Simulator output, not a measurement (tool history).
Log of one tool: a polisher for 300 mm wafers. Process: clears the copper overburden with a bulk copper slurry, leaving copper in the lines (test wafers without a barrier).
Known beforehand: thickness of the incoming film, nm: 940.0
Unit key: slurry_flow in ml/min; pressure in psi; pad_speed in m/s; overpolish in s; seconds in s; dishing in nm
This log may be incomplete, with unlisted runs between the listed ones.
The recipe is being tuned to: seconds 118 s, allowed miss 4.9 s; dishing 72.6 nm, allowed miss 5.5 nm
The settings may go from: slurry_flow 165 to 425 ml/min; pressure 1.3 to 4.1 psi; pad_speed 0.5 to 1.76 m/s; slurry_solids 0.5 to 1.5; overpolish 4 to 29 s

{"run": 1, "hour": 0.0, "slurry_flow": 275, "pressure": 2.7, "pad_speed": 1.12, "slurry_solids": 1, "overpolish": 15, "seconds": 104.24, "dishing": 94.484}
{"run": 2, "hour": 8.6, "slurry_flow": 275, "pressure": 2.7, "pad_speed": 1.12, "slurry_solids": 1, "overpolish": 18, "seconds": 102.6, "dishing": 106.66}
{"run": 3, "hour": 13.2, "slurry_flow": 275, "pressure": 2.6, "pad_speed": 1.12, "slurry_solids": 1, "overpolish": 16, "seconds": 108.97, "dishing": 96.401}
{"run": 4, "hour": 18.5, "slurry_flow": 275, "pressure": 3.1, "pad_speed": 1.12, "slurry_solids": 1, "overpolish": 16, "seconds": 91.217, "dishing": 114.52}
{"run": 5, "hour": 26.0, "slurry_flow": 275, "pressure": 2.8, "pad_speed": 1.12, "slurry_solids": 1, "overpolish": 15, "seconds": 101.08, "dishing": 98.206}
{"run": 6, "hour": 34.4, "slurry_flow": 275, "pressure": 2.8, "pad_speed": 1.12, "slurry_solids": 1, "overpolish": 18, "seconds": 102.11, "dishing": 109.62}
{"run": 7, "hour": 39.4, "slurry_flow": 275, "pressure": 2.6, "pad_speed": 1.12, "slurry_solids": 1, "overpolish": 16, "seconds": 109.95, "dishing": 99.478}
{"run": 8, "hour": 42.5, "slurry_flow": 275, "pressure": 2.6, "pad_speed": 1.12, "slurry_solids": 1, "overpolish": 16, "seconds": 108.05, "dishing": 95.826}
{"run": 9, "hour": 49.0, "slurry_flow": 275, "pressure": 2.5, "pad_speed": 1.12, "slurry_solids": 1, "overpolish": 14, "seconds": 114.56, "dishing": 85.648}
{"run": 10, "hour": 54.0, "slurry_flow": 275, "pressure": 2.5, "pad_speed": 1.12, "slurry_solids": 1, "overpolish": 13, "seconds": 109.99, "dishing": 80.433}

Which of these 5 next moves meets every target?
{"run": "A", "hour": 59.0, "slurry_flow": 265, "pressure": 2.2, "pad_speed": 1.34, "slurry_solids": 0.95, "overpolish": 15, "seconds": "?", "dishing": "?"}
{"run": "B", "hour": 59.0, "slurry_flow": 300, "pressure": 2.9, "pad_speed": 0.88, "slurry_solids": 1.05, "overpolish": 12, "seconds": "?", "dishing": "?"}
{"run": "C", "hour": 59.0, "slurry_flow": 265, "pressure": 2.4, "pad_speed": 1.08, "slurry_solids": 1.05, "overpolish": 16, "seconds": "?", "dishing": "?"}
{"run": "D", "hour": 59.0, "slurry_flow": 300, "pressure": 2.5, "pad_speed": 1.1, "slurry_solids": 1.25, "overpolish": 15, "seconds": "?", "dishing": "?"}
{"run": "E", "hour": 59.0, "slurry_flow": 300, "pressure": 2.5, "pad_speed": 0.96, "slurry_solids": 1.2, "overpolish": 18, "seconds": "?", "dishing": "?"}

move=A seconds=110.97 dishing=84.837
move=B seconds=118.26 dishing=69.984
move=C seconds=120.85 dishing=84.461
move=D seconds=109.11 dishing=87.268
move=E seconds=123.61 dishing=91.007
A: further off than the last run
B: in spec on every target
C: gets the furthest-off result to its target, but another result is out of tolerance
D: further off than the last run
E: takes the biggest miss from the last run beyond its target
B meets every target.

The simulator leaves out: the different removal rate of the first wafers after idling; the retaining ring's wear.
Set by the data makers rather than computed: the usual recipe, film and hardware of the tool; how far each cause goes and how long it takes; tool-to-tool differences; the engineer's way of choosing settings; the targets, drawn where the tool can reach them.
